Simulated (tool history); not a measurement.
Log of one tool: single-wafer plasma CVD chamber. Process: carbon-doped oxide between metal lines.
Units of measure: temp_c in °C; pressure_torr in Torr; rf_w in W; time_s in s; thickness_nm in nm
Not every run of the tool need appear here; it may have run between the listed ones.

{"run": 1, "hour": 0.0, "temp_c": 325, "pressure_torr": 5.49, "rf_w": 660, "time_s": 32, "thickness_nm": 214.15}
{"run": 2, "hour": 5.1, "temp_c": 319, "pressure_torr": 5.49, "rf_w": 660, "time_s": 32, "thickness_nm": 216.78}
{"run": 3, "hour": 13.3, "temp_c": 318, "pressure_torr": 5.67, "rf_w": 685, "time_s": 32.1, "thickness_nm": 225.06}
{"run": 4, "hour": 15.0, "temp_c": 318, "pressure_torr": 5.67, "rf_w": 685, "time_s": 33, "thickness_nm": 232.58}
{"run": 5, "hour": 22.0, "temp_c": 317, "pressure_torr": 5.83, "rf_w": 695, "time_s": 33, "thickness_nm": 237.23}
{"run": 6, "hour": 25.3, "temp_c": 316, "pressure_torr": 5.97, "rf_w": 700, "time_s": 33, "thickness_nm": 241.67}

Estimate the outcome of run 7 from the log above:
{"run": 7, "hour": 28.6, "temp_c": 315, "pressure_torr": 6.05, "rf_w": 700, "time_s": 33, "thickness_nm": "?"}

thickness_nm: 240.97 nm
